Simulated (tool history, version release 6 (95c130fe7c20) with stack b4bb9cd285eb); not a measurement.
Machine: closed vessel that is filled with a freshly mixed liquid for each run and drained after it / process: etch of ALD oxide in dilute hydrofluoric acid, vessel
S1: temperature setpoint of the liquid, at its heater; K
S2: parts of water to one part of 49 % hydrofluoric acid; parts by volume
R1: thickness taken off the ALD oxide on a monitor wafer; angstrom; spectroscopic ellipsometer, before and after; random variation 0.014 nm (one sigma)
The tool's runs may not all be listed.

Run 1, hour 0.0: S1 296.15 K, S2 115 parts by volume, time in the liquid (s) 30. Result: R1 31.905 angstrom.
Run 2, hour 0.9: S1 296.15 K, S2 85 parts by volume, time in the liquid (s) 30. Result: R1 45.776 angstrom.
Run 3, hour 4.1: S1 296.15 K, S2 85 parts by volume, time in the liquid (s) 30. Result: R1 44.937 angstrom.
Run 4, hour 8.1: S1 294.65 K, S2 85 parts by volume, time in the liquid (s) 30. Result: R1 42.483 angstrom.
Run 5, hour 9.2: S1 294.65 K, S2 65 parts by volume, time in the liquid (s) 30. Result: R1 57.107 angstrom.
Run 6, hour 10.1: S1 293.15 K, S2 90 parts by volume, time in the liquid (s) 30. Result: R1 37.854 angstrom.
Run 7, hour 12.6: S1 292.15 K, S2 105 parts by volume, time in the liquid (s) 30. Result: R1 30.331 angstrom.
Run 8, hour 16.4: S1 291.65 K, S2 115 parts by volume, time in the liquid (s) 30. Result: R1 26.892 angstrom.

For run 9, what comes out?
Run 9, hour 21.9: S1 290.15 K, S2 150 parts by volume, time in the liquid (s) 30. Result: R1 ?.

R1: 18.523 angstrom
